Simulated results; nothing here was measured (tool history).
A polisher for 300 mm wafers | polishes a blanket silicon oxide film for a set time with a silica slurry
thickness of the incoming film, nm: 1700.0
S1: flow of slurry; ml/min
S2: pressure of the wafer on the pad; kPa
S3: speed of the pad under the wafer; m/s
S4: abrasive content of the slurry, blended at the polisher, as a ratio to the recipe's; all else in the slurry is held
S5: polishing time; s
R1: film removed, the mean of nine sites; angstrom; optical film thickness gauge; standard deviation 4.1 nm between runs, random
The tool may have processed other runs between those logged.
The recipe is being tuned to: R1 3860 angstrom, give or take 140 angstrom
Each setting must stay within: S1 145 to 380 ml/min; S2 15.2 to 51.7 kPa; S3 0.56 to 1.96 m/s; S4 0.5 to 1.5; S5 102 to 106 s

run	hour	S1	S2	S3	S4	S5	R1
1	0	245	33.1	1.26	1	102	4711.9
2	7.4	245	37.9	1.26	1	102	5376.9
3	10.6	245	35.9	1.26	1	102	5039.6
4	11.9	245	34.5	1.26	1	102	4848.4
5	14.8	245	34.5	1.26	1.2	102	5282.3
6	16.7	245	33.1	1.26	1.2	102	5053.1
7	19	245	31.7	1.26	1.2	102	4886.5
8	24.3	245	30.3	1.26	1.2	102	4542.6
9	29.5	245	29.6	1.26	1.2	102	4521.9
10	31.8	245	29	1.26	1.2	102	4396.2
11	37.8	245	28.3	1.26	1.2	102	4351.8
12	46.1	245	27.6	1.26	1.2	102	4246.2
13	51	245	24.1	1.26	1.2	102	3697.3

Exactly one of the 4 candidate moves below puts every result within its allowed miss. Which one?
A	55.9	265	24.1	1.3	1.25	102	?
B	55.9	220	22.1	1.24	1.4	103	?
C	55.9	230	22.8	1.3	1.1	105	?
D	55.9	210	24.1	1.1	1.15	102	?

move	R1
A	3855.1
B	3566.8
C	3508.2
D	3320.9
A: in spec on every target
B: moves away from the targets compared with the last run
C: moves away from the targets compared with the last run
D: moves away from the targets compared with the last run
The move that meets every target is A.

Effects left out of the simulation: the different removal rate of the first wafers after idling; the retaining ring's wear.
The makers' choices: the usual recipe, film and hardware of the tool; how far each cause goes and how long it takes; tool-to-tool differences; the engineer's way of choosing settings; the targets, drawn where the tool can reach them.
